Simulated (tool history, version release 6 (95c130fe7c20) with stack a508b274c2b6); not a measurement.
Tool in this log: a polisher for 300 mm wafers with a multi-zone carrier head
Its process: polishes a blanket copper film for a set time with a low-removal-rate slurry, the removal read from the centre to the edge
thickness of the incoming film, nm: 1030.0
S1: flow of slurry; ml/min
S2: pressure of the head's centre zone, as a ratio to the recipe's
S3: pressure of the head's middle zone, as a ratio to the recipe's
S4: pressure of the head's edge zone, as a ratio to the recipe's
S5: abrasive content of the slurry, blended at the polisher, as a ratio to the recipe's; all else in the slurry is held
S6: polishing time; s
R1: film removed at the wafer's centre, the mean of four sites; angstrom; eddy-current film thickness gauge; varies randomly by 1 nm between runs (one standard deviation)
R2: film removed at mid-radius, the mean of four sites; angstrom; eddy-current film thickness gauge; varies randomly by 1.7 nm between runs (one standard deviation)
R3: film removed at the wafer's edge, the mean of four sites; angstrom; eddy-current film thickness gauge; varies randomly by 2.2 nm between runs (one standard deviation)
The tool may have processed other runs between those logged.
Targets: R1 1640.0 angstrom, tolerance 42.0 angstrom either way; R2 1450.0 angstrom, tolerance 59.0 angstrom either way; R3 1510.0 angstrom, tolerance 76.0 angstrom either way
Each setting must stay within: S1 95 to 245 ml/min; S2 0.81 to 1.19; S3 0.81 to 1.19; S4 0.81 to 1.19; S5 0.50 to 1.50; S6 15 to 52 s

run  hour   S1    S2    S3    S4    S5  S6      R1      R2      R3
  1   0.0  155  1.00  1.00  1.00  1.00  33  1213.1  1213.0  1229.4
  2   7.6  155  1.00  1.00  1.07  1.00  33  1204.1  1206.1  1246.8
  3  11.4  160  1.02  1.00  1.08  1.10  33  1273.8  1262.8  1313.5
  4  13.4  160  1.02  1.00  1.14  1.10  33  1272.9  1249.8  1342.8
  5  16.2  160  1.02  1.00  1.14  1.10  29  1118.7  1095.2  1213.3
  6  21.0  170  1.05  1.01  1.15  1.15  29  1159.8  1110.7  1214.8
  7  29.3  175  1.07  1.02  1.15  1.20  30  1251.0  1188.6  1267.4
  8  32.9  180  1.08  1.02  1.16  1.25  31  1327.7  1261.6  1354.3

Exercise: of the 4 proposed moves below, exactly one satisfies all targets within the stated allowed misses. Which move is it?
  A  36.5  175  1.11  0.97  1.00  1.45  36   ?   ?   ?
  B  36.5  200  1.04  1.09  1.12  1.40  26   ?   ?   ?
  C  36.5  190  0.95  1.03  1.19  1.15  31   ?   ?   ?
  D  36.5  225  1.10  0.92  1.13  1.25  35   ?   ?   ?

move      R1      R2      R3
   A  1638.9  1459.7  1537.3
   B  1129.6  1171.4  1174.9
   C  1166.8  1247.2  1357.5
   D  1564.9  1339.2  1555.4
A: every result lands within tolerance
B: the biggest miss grows against the last run
C: the biggest miss grows against the last run
D: nearer than the last run, and not there yet
Move A is the one to make.
